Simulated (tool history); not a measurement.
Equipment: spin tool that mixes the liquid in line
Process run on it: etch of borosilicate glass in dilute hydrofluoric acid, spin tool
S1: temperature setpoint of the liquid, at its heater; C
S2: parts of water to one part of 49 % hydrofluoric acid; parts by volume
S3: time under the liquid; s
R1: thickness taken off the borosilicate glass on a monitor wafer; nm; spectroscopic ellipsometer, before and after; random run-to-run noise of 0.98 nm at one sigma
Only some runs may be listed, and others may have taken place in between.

run	hour	S1	S2	S3	R1
1	0.0	23.0	160	290	37.290
2	2.4	23.0	160	310	40.147
3	7.6	23.0	130	310	51.157
4	14.5	23.0	130	290	47.108
5	16.5	25.0	105	295	67.186
6	23.9	26.5	90	295	85.295
7	27.3	27.5	80	295	100.510
8	28.2	28.5	75	295	112.130
9	30.7	29.0	70	295	123.510
10	38.9	29.5	65	295	136.110

Forecast run 11:
11	44.1	30.0	65	295	?

R1: 138.110 nm

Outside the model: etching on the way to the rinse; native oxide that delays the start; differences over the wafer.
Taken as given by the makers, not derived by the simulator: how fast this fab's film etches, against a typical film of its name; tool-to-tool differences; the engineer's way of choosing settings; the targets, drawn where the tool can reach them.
